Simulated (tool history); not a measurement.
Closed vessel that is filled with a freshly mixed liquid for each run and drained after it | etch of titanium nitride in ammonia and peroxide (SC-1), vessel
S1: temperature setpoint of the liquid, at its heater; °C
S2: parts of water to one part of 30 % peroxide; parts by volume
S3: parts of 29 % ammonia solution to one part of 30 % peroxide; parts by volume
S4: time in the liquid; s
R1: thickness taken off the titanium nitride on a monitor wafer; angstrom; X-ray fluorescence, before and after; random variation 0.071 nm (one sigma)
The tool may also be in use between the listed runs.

run  hour    S1  S2   S3   S4      R1
  1   0.0  60.0   9  0.9  105  200.36
  2   7.5  56.5   9  0.9  105  157.62
  3  10.5  56.5   9  0.9  110  167.57
  4  17.0  60.0   9  0.9  110  208.23
  5  21.9  56.0   9  0.9  110  157.80
  6  29.3  58.5   9  0.9  110  189.84
  7  36.8  55.5   9  0.9  110  155.47
  8  44.2  55.5   9  0.9  110  154.90
  9  45.1  53.5   9  0.9  110  136.04
 10  49.2  52.0   9  0.9  110  121.02

Run 11 comes next. What will it give?
 11  49.9  51.0   9  0.9  110   ?

R1: 113.14 angstrom
